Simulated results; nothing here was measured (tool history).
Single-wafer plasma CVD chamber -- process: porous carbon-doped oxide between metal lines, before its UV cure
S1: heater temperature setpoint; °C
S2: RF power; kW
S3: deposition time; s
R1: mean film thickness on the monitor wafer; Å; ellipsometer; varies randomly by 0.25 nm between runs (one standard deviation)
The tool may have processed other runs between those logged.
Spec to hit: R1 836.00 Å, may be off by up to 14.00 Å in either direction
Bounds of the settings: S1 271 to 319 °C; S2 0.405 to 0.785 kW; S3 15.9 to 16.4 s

| run | hour | S1 | S2 | S3 | R1 |
|---|---|---|---|---|---|
| 1 | 0.0 | 295 | 0.595 | 15.9 | 1011.50 |
| 2 | 6.0 | 295 | 0.665 | 15.9 | 1097.80 |
| 3 | 11.9 | 299 | 0.640 | 15.9 | 1051.10 |
| 4 | 18.2 | 302 | 0.615 | 15.9 | 1001.60 |
| 5 | 24.2 | 310 | 0.615 | 15.9 | 961.77 |
| 6 | 27.8 | 310 | 0.570 | 15.9 | 908.50 |
| 7 | 29.8 | 312 | 0.565 | 15.9 | 896.98 |
| 8 | 33.8 | 313 | 0.560 | 15.9 | 885.00 |

Pick the move, out of 5, that brings all results within their allowed miss; only one does.
| A | 37.8 | 304 | 0.550 | 15.9 | ? |
| B | 37.8 | 316 | 0.530 | 15.9 | ? |
| C | 37.8 | 305 | 0.550 | 16.4 | ? |
| D | 37.8 | 307 | 0.555 | 16.4 | ? |
| E | 37.8 | 312 | 0.570 | 16.4 | ? |

| move | R1 |
|---|---|
| A | 915.29 |
| B | 840.38 |
| C | 938.43 |
| D | 935.73 |
| E | 931.67 |
A: the biggest miss grows against the last run
B: every result lands within tolerance
C: the biggest miss grows against the last run
D: the biggest miss grows against the last run
E: the biggest miss grows against the last run
Move B is the one to make.
